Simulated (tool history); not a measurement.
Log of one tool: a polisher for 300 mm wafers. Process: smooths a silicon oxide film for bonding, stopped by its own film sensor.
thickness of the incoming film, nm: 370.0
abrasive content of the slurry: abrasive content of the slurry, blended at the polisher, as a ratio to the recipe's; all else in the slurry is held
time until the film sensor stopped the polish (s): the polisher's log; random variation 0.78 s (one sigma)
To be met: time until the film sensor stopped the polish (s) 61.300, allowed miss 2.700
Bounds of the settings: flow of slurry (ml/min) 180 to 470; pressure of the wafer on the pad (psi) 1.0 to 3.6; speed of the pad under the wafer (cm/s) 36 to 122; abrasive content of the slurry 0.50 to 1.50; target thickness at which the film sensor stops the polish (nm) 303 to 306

run  hour  flow of slurry (ml/min)  pressure of the wafer on the pad (psi)  speed of the pad under the wafer (cm/s)  abrasive content of the slurry  target thickness at which the film sensor stops the polish (nm)  time until the film sensor stopped the polish (s)
  1   0.0                      300                                     2.3                                       78                            1.00                                                              306                                             85.837
  2   0.6                      225                                     2.3                                       78                            1.00                                                              306                                             86.545
  3   3.7                      280                                     2.3                                       78                            1.00                                                              306                                             84.379
  4  12.3                      280                                     2.5                                       78                            1.00                                                              306                                             77.841
  5  20.9                      280                                     2.5                                       68                            1.00                                                              306                                             86.418
  6  26.1                      280                                     2.7                                       68                            1.00                                                              306                                             81.552
  7  33.0                      280                                     2.7                                       68                            1.00                                                              306                                             81.066
  8  37.8                      280                                     3.3                                       70                            1.00                                                              306                                             65.270

Which of these 4 next moves meets every target?
  A  42.6                      310                                     3.6                                       66                            0.80                                                              304                                                  ?
  B  42.6                      300                                     3.5                                       60                            0.95                                                              306                                                  ?
  C  42.6                      235                                     3.6                                       58                            1.00                                                              306                                                  ?
  D  42.6                      250                                     3.4                                       96                            0.70                                                              303                                                  ?

move  time until the film sensor stopped the polish (s)
   A                                             70.456
   B                                             70.555
   C                                             70.963
   D                                             60.979
A: further off than the last run
B: further off than the last run
C: further off than the last run
D: meets every target
Answer: D
